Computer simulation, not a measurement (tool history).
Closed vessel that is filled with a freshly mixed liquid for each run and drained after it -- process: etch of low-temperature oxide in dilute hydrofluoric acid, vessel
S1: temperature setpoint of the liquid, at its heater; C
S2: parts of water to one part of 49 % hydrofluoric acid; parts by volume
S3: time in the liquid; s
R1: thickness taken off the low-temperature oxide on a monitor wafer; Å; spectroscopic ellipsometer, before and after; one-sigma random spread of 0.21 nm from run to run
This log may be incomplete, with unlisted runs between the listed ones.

{"run": 1, "hour": 0.0, "S1": 24.0, "S2": 40, "S3": 30, "R1": 275.41}
{"run": 2, "hour": 3.1, "S1": 26.5, "S2": 40, "S3": 30, "R1": 303.31}
{"run": 3, "hour": 9.1, "S1": 26.5, "S2": 40, "S3": 30, "R1": 303.95}
{"run": 4, "hour": 15.5, "S1": 27.5, "S2": 40, "S3": 30, "R1": 318.44}
{"run": 5, "hour": 21.9, "S1": 27.5, "S2": 40, "S3": 30, "R1": 318.85}
{"run": 6, "hour": 24.0, "S1": 27.5, "S2": 40, "S3": 30, "R1": 317.9}

What will run 7 give?
{"run": 7, "hour": 30.3, "S1": 28.0, "S2": 40, "S3": 30, "R1": "?"}

{"run 7": {"R1": 322.4}}
